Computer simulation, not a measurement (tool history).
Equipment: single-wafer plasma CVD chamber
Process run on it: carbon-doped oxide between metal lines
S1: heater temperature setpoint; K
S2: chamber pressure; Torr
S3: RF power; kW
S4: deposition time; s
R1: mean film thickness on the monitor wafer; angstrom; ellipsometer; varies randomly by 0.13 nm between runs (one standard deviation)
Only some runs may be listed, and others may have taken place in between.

run,hour,S1,S2,S3,S4,R1
1,0.0,638.15,4.89,0.525,8.8,425.37
2,1.9,638.15,5.55,0.525,8.8,432.65
3,9.2,638.15,5.55,0.475,8.8,397.56
4,11.1,636.15,5.75,0.495,8.8,416.75
5,19.2,633.15,5.95,0.505,8.8,426.26
6,23.1,633.15,6.53,0.505,8.8,430.92
7,27.1,631.15,6.59,0.515,8.8,441.45

What does the tool deliver on the next run?
8,33.7,629.15,6.64,0.525,8.8,?

Run 8 produced R1 448.75 angstrom.

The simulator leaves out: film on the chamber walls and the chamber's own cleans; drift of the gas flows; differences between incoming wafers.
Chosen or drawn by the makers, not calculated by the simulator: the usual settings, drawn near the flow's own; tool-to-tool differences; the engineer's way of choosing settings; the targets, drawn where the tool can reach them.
